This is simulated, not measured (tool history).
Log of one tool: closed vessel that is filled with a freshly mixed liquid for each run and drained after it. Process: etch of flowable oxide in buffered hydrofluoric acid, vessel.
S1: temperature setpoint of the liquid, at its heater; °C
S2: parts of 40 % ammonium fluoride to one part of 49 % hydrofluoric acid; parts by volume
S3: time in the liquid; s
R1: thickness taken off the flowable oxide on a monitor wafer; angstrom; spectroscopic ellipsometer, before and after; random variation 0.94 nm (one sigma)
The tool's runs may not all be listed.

run  hour    S1   S2   S3      R1
  1     0    24  9.5   95  1739.1
  2   6.3    24  9.5  105  1932.4
  3  11.8    26  9.5  105  2144.8
  4  12.4    26  9.5   95  1936.7
  5  16.4  26.5  9.5   95  1999.8
  6  22.8    25  9.5   95  1840.4

Run 7 comes next. What will it give?
  7  28.2  25.5  9.5  95   ?

Run 7 gave R1 1888.4 angstrom.

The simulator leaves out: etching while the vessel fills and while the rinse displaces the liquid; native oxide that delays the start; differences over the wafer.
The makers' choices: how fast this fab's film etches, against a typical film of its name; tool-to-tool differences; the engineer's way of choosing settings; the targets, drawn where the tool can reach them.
